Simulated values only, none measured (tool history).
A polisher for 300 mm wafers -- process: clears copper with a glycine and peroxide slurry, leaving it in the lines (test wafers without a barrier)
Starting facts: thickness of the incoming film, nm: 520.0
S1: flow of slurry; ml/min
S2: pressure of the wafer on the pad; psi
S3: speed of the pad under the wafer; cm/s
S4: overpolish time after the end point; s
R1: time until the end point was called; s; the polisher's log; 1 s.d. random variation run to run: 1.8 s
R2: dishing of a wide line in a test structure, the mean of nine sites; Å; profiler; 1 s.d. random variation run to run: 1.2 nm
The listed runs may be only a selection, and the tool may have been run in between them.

| run | hour | S1 | S2 | S3 | S4 | R1 | R2 |
|---|---|---|---|---|---|---|---|
| 1 | 0.0 | 230 | 3.5 | 80 | 13 | 106.520 | 470.43 |
| 2 | 7.4 | 280 | 3.5 | 80 | 13 | 101.090 | 471.39 |
| 3 | 9.6 | 270 | 3.2 | 80 | 15 | 111.750 | 498.98 |
| 4 | 15.1 | 260 | 3.0 | 80 | 16 | 115.250 | 509.09 |
| 5 | 21.8 | 280 | 3.0 | 80 | 16 | 112.920 | 528.26 |
| 6 | 23.9 | 280 | 3.0 | 96 | 16 | 99.222 | 578.71 |

Predict the results of run 7:
|  | 32.2 | slurry nozzle cleaned |
| 7 | 32.2 | 270 | 2.7 | 94 | 17 | ? | ? |

{"run 7": {"R1": 103.46, "R2": 618.02}}

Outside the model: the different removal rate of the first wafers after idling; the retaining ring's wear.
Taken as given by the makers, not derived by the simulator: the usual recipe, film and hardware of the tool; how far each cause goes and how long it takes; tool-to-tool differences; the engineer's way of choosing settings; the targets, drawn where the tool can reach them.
